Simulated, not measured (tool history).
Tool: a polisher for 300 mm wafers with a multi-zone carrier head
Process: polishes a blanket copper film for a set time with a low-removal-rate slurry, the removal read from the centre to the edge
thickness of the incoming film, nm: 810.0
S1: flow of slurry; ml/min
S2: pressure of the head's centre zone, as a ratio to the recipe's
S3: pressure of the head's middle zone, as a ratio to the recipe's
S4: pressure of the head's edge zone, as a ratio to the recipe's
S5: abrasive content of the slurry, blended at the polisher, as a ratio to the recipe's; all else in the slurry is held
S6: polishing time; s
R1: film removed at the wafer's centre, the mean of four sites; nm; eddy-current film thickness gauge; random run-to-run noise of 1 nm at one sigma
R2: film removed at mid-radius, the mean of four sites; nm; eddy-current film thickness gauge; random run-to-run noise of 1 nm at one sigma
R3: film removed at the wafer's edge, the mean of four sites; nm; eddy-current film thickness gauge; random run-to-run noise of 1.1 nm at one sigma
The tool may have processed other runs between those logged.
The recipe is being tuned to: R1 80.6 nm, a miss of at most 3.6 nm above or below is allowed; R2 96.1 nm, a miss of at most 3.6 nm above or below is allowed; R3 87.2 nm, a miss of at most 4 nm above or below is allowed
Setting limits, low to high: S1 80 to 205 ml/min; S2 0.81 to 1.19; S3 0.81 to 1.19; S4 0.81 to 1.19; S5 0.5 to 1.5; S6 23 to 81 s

run 1 hour=0 | S1=135 S2=1 S3=1 S4=1 S5=1 S6=52 | R1=149.17 R2=152.48 R3=152.11
run 2 hour=3.8 | S1=130 S2=0.98 S3=1.01 S4=0.98 S5=0.9 S6=49 | R1=134.72 R2=139.94 R3=137.51
run 3 hour=9.5 | S1=100 S2=0.98 S3=1.01 S4=0.98 S5=0.9 S6=49 | R1=125.42 R2=128.62 R3=131.99
run 4 hour=10.8 | S1=100 S2=0.96 S3=1.02 S4=0.96 S5=0.85 S6=47 | R1=115.95 R2=125.07 R3=122.19
run 5 hour=19.6 | S1=100 S2=0.96 S3=1.02 S4=0.96 S5=0.75 S6=47 | R1=113.38 R2=122.44 R3=121.42
run 6 hour=26 | S1=100 S2=0.96 S3=1.02 S4=0.96 S5=0.55 S6=47 | R1=106.52 R2=115.61 R3=109.56
run 7 hour=33.3 | S1=95 S2=0.86 S3=1.01 S4=0.87 S5=0.5 S6=37 | R1=71.561 R2=88.58 R3=82.087
run 8 hour=38 | S1=100 S2=0.87 S3=1.01 S4=0.87 S5=0.5 S6=37 | R1=72.983 R2=88.933 R3=85.115
run 9 hour=39.1 | S1=105 S2=0.88 S3=1.02 S4=0.87 S5=0.5 S6=37 | R1=78.197 R2=91.098 R3=84.267

Consider the 4 candidate settings below. Which is the only one whose results all fall within their allowed miss of target?
run A hour=40.2 | S1=110 S2=0.85 S3=1.17 S4=0.82 S5=0.5 S6=36 | R1=? R2=? R3=?
run B hour=40.2 | S1=110 S2=0.87 S3=1.03 S4=0.84 S5=0.65 S6=37 | R1=? R2=? R3=?
run C hour=40.2 | S1=85 S2=0.84 S3=0.97 S4=0.87 S5=0.6 S6=39 | R1=? R2=? R3=?
run D hour=40.2 | S1=115 S2=0.9 S3=1.19 S4=0.82 S5=0.5 S6=35 | R1=? R2=? R3=?

move=A R1=73.095 R2=99.378 R3=80.324
move=B R1=80.634 R2=96.099 R3=87.729
move=C R1=72.891 R2=86.846 R3=87.336
move=D R1=76.396 R2=99.266 R3=78.753
A: meets the target for the result that was furthest off, but another lies outside its allowed miss
B: meets every target
C: lands further from the targets than the last run did
D: meets the target for the result that was furthest off, but another lies outside its allowed miss
Answer: B

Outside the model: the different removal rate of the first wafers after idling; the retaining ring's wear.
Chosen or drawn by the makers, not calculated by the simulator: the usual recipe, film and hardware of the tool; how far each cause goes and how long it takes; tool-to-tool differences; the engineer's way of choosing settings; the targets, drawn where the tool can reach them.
